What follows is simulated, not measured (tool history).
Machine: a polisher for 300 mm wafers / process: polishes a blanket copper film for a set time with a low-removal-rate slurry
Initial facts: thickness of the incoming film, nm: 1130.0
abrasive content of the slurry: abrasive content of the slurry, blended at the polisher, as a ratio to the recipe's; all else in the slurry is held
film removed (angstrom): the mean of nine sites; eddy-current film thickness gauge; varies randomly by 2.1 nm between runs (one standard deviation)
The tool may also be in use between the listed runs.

run	day	flow of slurry (ml/min)	pressure of the wafer on the pad (kPa)	speed of the pad under the wafer (m/s)	abrasive content of the slurry	polishing time (s)	film removed (angstrom)
1	0.000	265	11.0	1.06	1.0	75	1336.10
2	0.054	265	9.0	1.06	1.0	75	1105.30
3	0.342	265	10.3	1.06	1.0	75	1260.60
4	0.558	265	7.6	1.06	1.0	75	957.85
5	0.754	265	7.6	0.84	1.0	75	745.88
6	0.929	265	9.7	0.84	1.0	75	959.41
7	1.267	265	11.0	0.84	1.0	75	1043.90
8	1.567	265	12.4	0.84	1.0	75	1190.50
9	1.758	265	13.8	0.84	1.0	75	1346.00
10	1.983	265	14.5	0.84	1.0	75	1411.30

Estimate the outcome of run 11 from the log above:
11	2.004	265	15.2	0.86	1.0	75	?

{"run 11": {"film removed (angstrom)": 1493.7}}
